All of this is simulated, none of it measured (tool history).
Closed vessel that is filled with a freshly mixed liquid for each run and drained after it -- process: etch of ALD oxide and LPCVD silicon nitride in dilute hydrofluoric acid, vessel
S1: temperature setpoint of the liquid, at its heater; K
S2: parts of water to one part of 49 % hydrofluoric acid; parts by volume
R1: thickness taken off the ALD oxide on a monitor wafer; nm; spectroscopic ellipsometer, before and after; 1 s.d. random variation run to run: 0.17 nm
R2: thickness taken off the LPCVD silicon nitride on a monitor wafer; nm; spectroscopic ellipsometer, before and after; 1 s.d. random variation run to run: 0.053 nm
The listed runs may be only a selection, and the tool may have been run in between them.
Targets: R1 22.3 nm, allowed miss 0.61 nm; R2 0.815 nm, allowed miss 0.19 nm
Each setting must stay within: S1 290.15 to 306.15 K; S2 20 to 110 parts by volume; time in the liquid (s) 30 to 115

Run 1, hour 0: S1 298.15 K, S2 60 parts by volume, time in the liquid (s) 60. Result: R1 18.674 nm, R2 0.64806 nm.
Run 2, hour 1.2: S1 298.15 K, S2 45 parts by volume, time in the liquid (s) 60. Result: R1 25.416 nm, R2 0.76905 nm.
Run 3, hour 6.7: S1 301.65 K, S2 45 parts by volume, time in the liquid (s) 60. Result: R1 29.578 nm, R2 1.0165 nm.
Run 4, hour 11.6: S1 299.65 K, S2 45 parts by volume, time in the liquid (s) 60. Result: R1 27.021 nm, R2 0.80711 nm.
Run 5, hour 14: S1 298.15 K, S2 45 parts by volume, time in the liquid (s) 60. Result: R1 24.894 nm, R2 0.87174 nm.
At hour 17.4: thermometer replaced.
Run 6, hour 17.4: S1 300.15 K, S2 45 parts by volume, time in the liquid (s) 60. Result: R1 24.611 nm, R2 0.73674 nm.
Run 7, hour 22.2: S1 296.15 K, S2 50 parts by volume, time in the liquid (s) 60. Result: R1 18.793 nm, R2 0.51312 nm.
Run 8, hour 29.2: S1 296.65 K, S2 50 parts by volume, time in the liquid (s) 60. Result: R1 19.42 nm, R2 0.55192 nm.
Run 9, hour 36.8: S1 297.15 K, S2 50 parts by volume, time in the liquid (s) 60. Result: R1 19.792 nm, R2 0.57715 nm.
Run 10, hour 40.6: S1 297.65 K, S2 50 parts by volume, time in the liquid (s) 60. Result: R1 19.996 nm, R2 0.60003 nm.
Run 11, hour 46.2: S1 301.65 K, S2 50 parts by volume, time in the liquid (s) 60. Result: R1 23.535 nm, R2 0.81303 nm.
Run 12, hour 53.3: S1 301.65 K, S2 50 parts by volume, time in the liquid (s) 55. Result: R1 21.902 nm, R2 0.73161 nm.

Consider the 5 candidate settings below. Which is the only one whose results all fall within their allowed miss of target?
Run A, hour 60.4: S1 300.15 K, S2 40 parts by volume, time in the liquid (s) 45. Result: R1 ?, R2 ?.
Run B, hour 60.4: S1 293.15 K, S2 20 parts by volume, time in the liquid (s) 30. Result: R1 ?, R2 ?.
Run C, hour 60.4: S1 292.15 K, S2 20 parts by volume, time in the liquid (s) 30. Result: R1 ?, R2 ?.
Run D, hour 60.4: S1 306.15 K, S2 95 parts by volume, time in the liquid (s) 90. Result: R1 ?, R2 ?.
Run E, hour 60.4: S1 302.65 K, S2 75 parts by volume, time in the liquid (s) 85. Result: R1 ?, R2 ?.

move      R1       R2
   A  20.856  0.66283
   B  21.283  0.53395
   C  20.374   0.4975
   D  20.396  0.82286
   E  22.041  0.79168
A: moves away from the targets compared with the last run
B: moves away from the targets compared with the last run
C: moves away from the targets compared with the last run
D: moves away from the targets compared with the last run
E: hits every target within its allowed miss
Go with E: it meets all targets.
